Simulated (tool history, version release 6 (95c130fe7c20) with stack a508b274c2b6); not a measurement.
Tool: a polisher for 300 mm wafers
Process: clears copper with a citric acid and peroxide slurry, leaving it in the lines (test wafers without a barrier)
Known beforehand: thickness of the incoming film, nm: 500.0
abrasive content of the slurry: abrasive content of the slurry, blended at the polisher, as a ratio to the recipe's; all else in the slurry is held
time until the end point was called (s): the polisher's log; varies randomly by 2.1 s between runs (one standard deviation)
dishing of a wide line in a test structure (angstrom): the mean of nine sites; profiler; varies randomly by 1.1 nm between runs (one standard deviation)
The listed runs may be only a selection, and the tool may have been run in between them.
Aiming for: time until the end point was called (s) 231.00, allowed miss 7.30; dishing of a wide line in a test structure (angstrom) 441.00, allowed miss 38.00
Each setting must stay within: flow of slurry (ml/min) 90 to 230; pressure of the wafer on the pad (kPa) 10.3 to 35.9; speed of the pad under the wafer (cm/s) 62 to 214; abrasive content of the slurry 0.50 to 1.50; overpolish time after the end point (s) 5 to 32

| run | day | flow of slurry (ml/min) | pressure of the wafer on the pad (kPa) | speed of the pad under the wafer (cm/s) | abrasive content of the slurry | overpolish time after the end point (s) | time until the end point was called (s) | dishing of a wide line in a test structure (angstrom) |
|---|---|---|---|---|---|---|---|---|
| 1 | 0.000 | 150 | 22.8 | 138 | 1.00 | 16 | 170.23 | 368.71 |
| 2 | 0.292 | 150 | 28.3 | 138 | 1.00 | 16 | 136.85 | 479.49 |
| 3 | 0.554 | 145 | 26.2 | 138 | 1.00 | 17 | 150.50 | 462.91 |
| 4 | 0.625 | 145 | 30.3 | 138 | 1.00 | 17 | 126.84 | 529.58 |
| 5 | 0.792 | 140 | 28.3 | 138 | 1.00 | 18 | 139.50 | 483.51 |
| 6 | 0.812 | 135 | 26.9 | 138 | 1.00 | 20 | 145.69 | 545.46 |
| 7 | 0.933 | 135 | 24.8 | 138 | 1.00 | 21 | 158.27 | 527.15 |
| 8 | 1.300 | 135 | 24.8 | 138 | 1.00 | 21 | 155.54 | 516.09 |

Of the 5 settings listed for the next run, only one would bring every result within its allowed miss of target. Which one?
| A | 1.667 | 145 | 24.1 | 122 | 1.00 | 17 | ? | ? |
| B | 1.667 | 135 | 20.7 | 110 | 1.10 | 26 | ? | ? |
| C | 1.667 | 135 | 20.7 | 98 | 1.00 | 31 | ? | ? |
| D | 1.667 | 140 | 31.0 | 174 | 0.95 | 13 | ? | ? |
| E | 1.667 | 165 | 33.1 | 160 | 1.00 | 15 | ? | ? |

| move | time until the end point was called (s) | dishing of a wide line in a test structure (angstrom) |
|---|---|---|
| A | 183.03 | 382.03 |
| B | 233.63 | 444.85 |
| C | 263.66 | 466.66 |
| D | 103.27 | 505.21 |
| E | 101.97 | 579.83 |
A: nearer the targets than the last run, but a result is still out of spec
B: every result within its allowed miss
C: carries the result that was furthest off beyond its target, to the other side
D: its largest miss is bigger than the last run's
E: its largest miss is bigger than the last run's
Go with B: it meets all targets.
